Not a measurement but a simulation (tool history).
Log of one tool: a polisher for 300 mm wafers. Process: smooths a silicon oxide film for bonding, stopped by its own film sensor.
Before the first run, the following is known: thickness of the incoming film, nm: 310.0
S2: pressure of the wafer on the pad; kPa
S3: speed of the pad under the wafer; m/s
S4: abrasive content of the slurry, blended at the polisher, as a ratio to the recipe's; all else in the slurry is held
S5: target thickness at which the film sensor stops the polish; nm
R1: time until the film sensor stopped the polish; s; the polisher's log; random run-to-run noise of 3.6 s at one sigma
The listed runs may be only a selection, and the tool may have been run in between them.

Run 1, hour 0.0: flow of slurry (ml/min) 190, S2 13.8 kPa, S3 1.00 m/s, S4 1.0, S5 236 nm. Result: R1 160.16 s.
Run 2, hour 6.5: flow of slurry (ml/min) 190, S2 12.4 kPa, S3 0.98 m/s, S4 1.0, S5 236 nm. Result: R1 179.13 s.
Run 3, hour 10.3: flow of slurry (ml/min) 190, S2 11.0 kPa, S3 0.96 m/s, S4 1.0, S5 236 nm. Result: R1 198.19 s.
Run 4, hour 11.1: flow of slurry (ml/min) 190, S2 10.3 kPa, S3 0.94 m/s, S4 1.0, S5 236 nm. Result: R1 210.78 s.
At hour 19.9: slurry blender recalibrated.
Run 5, hour 19.9: flow of slurry (ml/min) 190, S2 9.7 kPa, S3 0.92 m/s, S4 1.0, S5 236 nm. Result: R1 188.30 s.
Run 6, hour 23.4: flow of slurry (ml/min) 190, S2 9.0 kPa, S3 0.84 m/s, S4 0.9, S5 235 nm. Result: R1 229.92 s.
Run 7, hour 24.7: flow of slurry (ml/min) 190, S2 8.3 kPa, S3 0.80 m/s, S4 0.9, S5 235 nm. Result: R1 256.47 s.

The next listed run, before its measurement:
Run 8, hour 25.4: flow of slurry (ml/min) 190, S2 7.6 kPa, S3 0.78 m/s, S4 0.9, S5 235 nm. Result: R1 ?.

R1: 277.23 s

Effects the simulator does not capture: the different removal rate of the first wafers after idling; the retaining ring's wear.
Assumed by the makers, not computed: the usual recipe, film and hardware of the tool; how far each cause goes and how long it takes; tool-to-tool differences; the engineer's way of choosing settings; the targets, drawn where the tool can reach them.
